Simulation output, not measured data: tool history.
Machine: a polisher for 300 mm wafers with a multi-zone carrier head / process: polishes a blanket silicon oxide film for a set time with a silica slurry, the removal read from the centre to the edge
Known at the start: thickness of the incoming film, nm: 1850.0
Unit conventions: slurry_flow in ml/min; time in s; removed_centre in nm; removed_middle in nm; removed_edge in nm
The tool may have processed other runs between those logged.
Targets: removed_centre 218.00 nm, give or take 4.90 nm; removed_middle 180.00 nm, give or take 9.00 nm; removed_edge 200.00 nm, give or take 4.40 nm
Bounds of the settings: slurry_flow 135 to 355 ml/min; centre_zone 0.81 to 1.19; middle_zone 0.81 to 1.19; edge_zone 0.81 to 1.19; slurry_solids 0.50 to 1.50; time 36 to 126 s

run  hour  slurry_flow  centre_zone  middle_zone  edge_zone  slurry_solids  time  removed_centre  removed_middle  removed_edge
  1   0.0          225         1.00         1.00       1.00           1.00    81          319.66          312.07        305.04
  2   2.2          225         1.00         1.00       1.00           1.00    69          270.29          265.81        257.97
  3   4.3          220         1.00         0.97       0.99           0.95    69          266.79          257.55        254.18
  4  11.0          220         1.00         0.97       0.99           1.10    69          278.77          266.01        265.91
  5  12.6          220         1.00         0.91       0.99           1.10    69          276.82          253.62        264.12
  6  16.1          220         1.00         0.84       0.99           1.10    69          279.57          237.52        269.51
  7  21.3          215         1.00         0.84       0.98           1.00    69          269.95          229.86        258.14
  8  30.3          210         1.00         0.84       0.97           0.95    69          267.01          216.28        250.20
  9  37.8          205         0.99         0.85       0.95           0.90    69          254.97          221.77        243.97
 10  38.4          200         0.99         0.84       0.94           0.85    69          249.89          217.17        240.47
 11  47.0          200         0.99         0.84       0.93           0.80    68          242.99          209.98        226.98
 12  53.1          195         0.99         0.84       0.93           0.75    68          233.22          201.74        220.23
     58.4  -- edge zone pressure recalibrated
 13  58.4          190         0.99         0.84       0.93           0.75    68          235.69          202.99        232.99
 14  67.3          195         0.99         0.84       0.92           0.70    68          232.21          200.01        225.91
 15  73.5          195         0.99         0.84       0.91           0.65    68          226.97          190.82        218.54
 16  77.7          160         0.99         0.84       0.81           0.60    68          213.45          183.00        197.71

Which of these 4 next moves meets every target?
  A  81.9          135         0.97         0.92       0.81           0.70    64               ?               ?             ?
  B  81.9          150         0.98         0.88       0.81           0.65    65               ?               ?             ?
  C  81.9          145         0.99         0.85       0.87           0.55    69               ?               ?             ?
  D  81.9          150         1.01         0.82       0.82           0.50    73               ?               ?             ?

move  removed_centre  removed_middle  removed_edge
   A          202.02          190.11        194.36
   B          205.17          183.89        194.44
   C          206.62          178.26        200.54
   D          216.95          178.05        200.77
A: its largest miss is bigger than the last run's
B: its largest miss is bigger than the last run's
C: its largest miss is bigger than the last run's
D: hits every target within its allowed miss
D meets every target.

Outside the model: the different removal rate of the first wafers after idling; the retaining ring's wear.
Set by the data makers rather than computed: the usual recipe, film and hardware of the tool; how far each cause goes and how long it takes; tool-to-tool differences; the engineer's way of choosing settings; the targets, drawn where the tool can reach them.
